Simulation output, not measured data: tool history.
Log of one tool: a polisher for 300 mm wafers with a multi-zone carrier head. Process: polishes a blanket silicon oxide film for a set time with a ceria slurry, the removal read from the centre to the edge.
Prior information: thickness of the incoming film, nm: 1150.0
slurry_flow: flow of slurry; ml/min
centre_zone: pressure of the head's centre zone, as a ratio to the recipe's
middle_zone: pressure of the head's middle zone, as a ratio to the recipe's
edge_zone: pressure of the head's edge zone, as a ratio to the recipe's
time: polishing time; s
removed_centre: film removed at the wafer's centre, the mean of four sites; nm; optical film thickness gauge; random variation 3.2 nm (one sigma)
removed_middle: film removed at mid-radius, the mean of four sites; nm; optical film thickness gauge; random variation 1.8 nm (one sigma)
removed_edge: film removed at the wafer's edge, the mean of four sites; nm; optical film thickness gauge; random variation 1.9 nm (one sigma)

run  hour  slurry_flow  centre_zone  middle_zone  edge_zone  time  removed_centre  removed_middle  removed_edge
  1   0.0          135         1.00         1.00       1.00    60          338.56          330.97        354.01
  2   8.8          130         0.98         1.01       0.97    58          318.76          326.33        328.70
  3  10.0          130         0.98         1.04       0.97    58          318.12          329.46        333.63
  4  18.5          125         0.96         1.03       0.94    57          305.79          318.58        319.23
  5  24.4          125         0.91         1.03       0.94    57          286.74          315.95        315.38
  6  25.1          150         0.91         1.03       0.94    57          308.51          334.99        327.61
     31.8  -- slurry nozzle cleaned
  7  31.8          140         0.90         1.03       0.92    56          315.33          349.31        335.65
  8  38.5          130         0.92         1.06       0.93    55          309.79          347.12        325.91

Run 9 has not been measured yet. What should we expect?
  9  45.8          125         0.91         1.05       0.91    54               ?               ?             ?

Run 9 gave removed_centre 301.76 nm, removed_middle 335.69 nm, removed_edge 317.05 nm.

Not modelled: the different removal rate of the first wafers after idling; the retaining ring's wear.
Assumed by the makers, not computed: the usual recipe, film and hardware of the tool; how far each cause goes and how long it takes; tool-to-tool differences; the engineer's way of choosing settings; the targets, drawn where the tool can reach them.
